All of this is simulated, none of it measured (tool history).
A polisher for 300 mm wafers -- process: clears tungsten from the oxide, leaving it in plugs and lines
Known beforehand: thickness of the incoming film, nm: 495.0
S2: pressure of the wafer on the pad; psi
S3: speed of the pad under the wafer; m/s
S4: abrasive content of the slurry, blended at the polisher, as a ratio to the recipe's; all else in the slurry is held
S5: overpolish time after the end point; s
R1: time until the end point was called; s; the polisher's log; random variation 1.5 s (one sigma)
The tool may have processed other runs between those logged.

Run 1, hour 0: flow of slurry (ml/min) 280, S2 3 psi, S3 1.18 m/s, S4 1, S5 5 s. Result: R1 126.64 s.
Run 2, hour 0.8: flow of slurry (ml/min) 280, S2 3.2 psi, S3 1.18 m/s, S4 1, S5 5 s. Result: R1 120.93 s.
Run 3, hour 3.1: flow of slurry (ml/min) 280, S2 3.2 psi, S3 1.18 m/s, S4 1.15, S5 5 s. Result: R1 115.31 s.
Run 4, hour 7.2: flow of slurry (ml/min) 280, S2 3.2 psi, S3 1.34 m/s, S4 1.15, S5 5 s. Result: R1 101.63 s.
Run 5, hour 15.9: flow of slurry (ml/min) 280, S2 2.5 psi, S3 1.34 m/s, S4 1.15, S5 5 s. Result: R1 128.36 s.
Run 6, hour 19.1: flow of slurry (ml/min) 280, S2 2.5 psi, S3 1.34 m/s, S4 1, S5 5 s. Result: R1 135.71 s.
Run 7, hour 25.2: flow of slurry (ml/min) 280, S2 2.2 psi, S3 1.34 m/s, S4 1, S5 5 s. Result: R1 150.45 s.
Run 8, hour 32.4: flow of slurry (ml/min) 280, S2 2 psi, S3 1.34 m/s, S4 1, S5 5 s. Result: R1 165.77 s.
Run 9, hour 33.2: flow of slurry (ml/min) 280, S2 1.9 psi, S3 1.34 m/s, S4 1, S5 5 s. Result: R1 175.01 s.

For run 10, what comes out?
Run 10, hour 40: flow of slurry (ml/min) 280, S2 1.8 psi, S3 1.34 m/s, S4 1, S5 5 s. Result: R1 ?.

{"run 10": {"R1": 183.36}}
